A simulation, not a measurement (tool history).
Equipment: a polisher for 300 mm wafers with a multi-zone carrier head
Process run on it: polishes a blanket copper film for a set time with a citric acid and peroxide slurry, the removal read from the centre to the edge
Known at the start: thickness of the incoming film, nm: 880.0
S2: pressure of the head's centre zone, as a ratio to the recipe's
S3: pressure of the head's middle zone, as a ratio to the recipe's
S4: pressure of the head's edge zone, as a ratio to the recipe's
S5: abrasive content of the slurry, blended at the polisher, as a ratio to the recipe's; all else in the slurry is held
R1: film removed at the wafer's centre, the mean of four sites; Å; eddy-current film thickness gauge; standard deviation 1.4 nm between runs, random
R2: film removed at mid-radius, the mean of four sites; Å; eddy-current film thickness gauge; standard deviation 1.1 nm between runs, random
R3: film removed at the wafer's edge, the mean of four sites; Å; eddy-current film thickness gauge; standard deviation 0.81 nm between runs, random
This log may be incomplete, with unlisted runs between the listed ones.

{"run": 1, "hour": 0.0, "flow of slurry (ml/min)": 220, "S2": 1.0, "S3": 1.0, "S4": 1.0, "S5": 1.0, "polishing time (s)": 49, "R1": 870.73, "R2": 862.91, "R3": 851.42}
{"run": 2, "hour": 5.6, "flow of slurry (ml/min)": 225, "S2": 0.95, "S3": 1.01, "S4": 1.06, "S5": 1.15, "polishing time (s)": 52, "R1": 896.3, "R2": 942.03, "R3": 962.86}
{"run": 3, "hour": 9.2, "flow of slurry (ml/min)": 225, "S2": 0.95, "S3": 1.01, "S4": 1.09, "S5": 1.15, "polishing time (s)": 52, "R1": 927.29, "R2": 955.27, "R3": 975.46}
{"run": 4, "hour": 15.5, "flow of slurry (ml/min)": 235, "S2": 0.91, "S3": 1.02, "S4": 1.12, "S5": 1.25, "polishing time (s)": 54, "R1": 925.44, "R2": 1022.6, "R3": 1043.6}
{"run": 5, "hour": 16.8, "flow of slurry (ml/min)": 200, "S2": 0.91, "S3": 1.02, "S4": 1.12, "S5": 1.25, "polishing time (s)": 54, "R1": 885.83, "R2": 991.43, "R3": 1035.9}
{"run": 6, "hour": 24.7, "flow of slurry (ml/min)": 200, "S2": 0.91, "S3": 1.02, "S4": 1.12, "S5": 1.35, "polishing time (s)": 54, "R1": 899.47, "R2": 989.22, "R3": 1045.5}
{"run": 7, "hour": 32.1, "flow of slurry (ml/min)": 215, "S2": 0.89, "S3": 1.02, "S4": 1.14, "S5": 1.4, "polishing time (s)": 56, "R1": 944.05, "R2": 1078.6, "R3": 1117.4}
{"run": 8, "hour": 39.5, "flow of slurry (ml/min)": 225, "S2": 0.87, "S3": 1.01, "S4": 1.16, "S5": 1.45, "polishing time (s)": 57, "R1": 954.86, "R2": 1059.7, "R3": 1158.2}
{"run": 9, "hour": 47.1, "flow of slurry (ml/min)": 225, "S2": 0.87, "S3": 1.01, "S4": 1.16, "S5": 1.45, "polishing time (s)": 57, "R1": 935.74, "R2": 1089.0, "R3": 1174.0}
{"run": 10, "hour": 51.1, "flow of slurry (ml/min)": 240, "S2": 0.87, "S3": 1.02, "S4": 1.17, "S5": 1.45, "polishing time (s)": 57, "R1": 960.98, "R2": 1081.9, "R3": 1165.8}
{"run": 11, "hour": 58.0, "flow of slurry (ml/min)": 240, "S2": 0.86, "S3": 1.03, "S4": 1.18, "S5": 1.45, "polishing time (s)": 58, "R1": 973.23, "R2": 1127.9, "R3": 1199.3}

Expected results for the next run?
{"run": 12, "hour": 59.3, "flow of slurry (ml/min)": 245, "S2": 0.85, "S3": 1.03, "S4": 1.18, "S5": 1.45, "polishing time (s)": 58, "R1": "?", "R2": "?", "R3": "?"}

{"run 12": {"R1": 957.63, "R2": 1138.2, "R3": 1191.0}}

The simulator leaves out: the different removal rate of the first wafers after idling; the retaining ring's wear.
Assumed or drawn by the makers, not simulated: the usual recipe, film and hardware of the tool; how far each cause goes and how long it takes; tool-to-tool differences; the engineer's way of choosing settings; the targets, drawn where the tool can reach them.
